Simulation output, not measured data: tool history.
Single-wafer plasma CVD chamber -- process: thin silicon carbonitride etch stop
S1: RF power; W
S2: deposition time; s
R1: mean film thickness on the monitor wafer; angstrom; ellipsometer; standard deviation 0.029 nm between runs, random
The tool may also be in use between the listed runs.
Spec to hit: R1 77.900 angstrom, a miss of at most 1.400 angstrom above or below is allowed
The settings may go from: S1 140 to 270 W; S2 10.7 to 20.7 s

run,hour,S1,S2,R1
1,0.0,205,15.7,95.393
2,3.1,175,15.7,90.582
3,4.4,170,15.5,89.510
4,6.6,170,17.5,100.570
5,13.7,165,17.0,96.061
6,18.6,175,17.0,98.325
7,23.9,170,16.6,95.518
8,29.0,165,16.2,92.117
9,33.4,160,15.9,89.052
10,39.1,160,15.7,88.982
11,40.1,160,15.5,87.025
12,41.9,160,15.3,85.952
13,43.3,160,15.2,85.279
14,46.0,160,15.1,84.777
15,52.6,160,15.0,84.554
16,57.5,160,14.9,83.946
17,66.0,160,14.8,82.911
18,72.9,160,14.7,82.953
19,74.8,160,14.6,82.254
20,76.4,145,14.0,76.061

Consider the 4 candidate settings below. Which is the only one whose results all fall within their allowed miss of target?
A,78.0,140,14.5,?
B,78.0,165,13.2,?
C,78.0,145,13.8,?
D,78.0,145,13.6,?

move,R1
A,78.286
B,75.202
C,75.372
D,74.280
A: in spec on every target
B: misses by more than the last run did
C: misses by more than the last run did
D: misses by more than the last run did
Move A is the one to make.

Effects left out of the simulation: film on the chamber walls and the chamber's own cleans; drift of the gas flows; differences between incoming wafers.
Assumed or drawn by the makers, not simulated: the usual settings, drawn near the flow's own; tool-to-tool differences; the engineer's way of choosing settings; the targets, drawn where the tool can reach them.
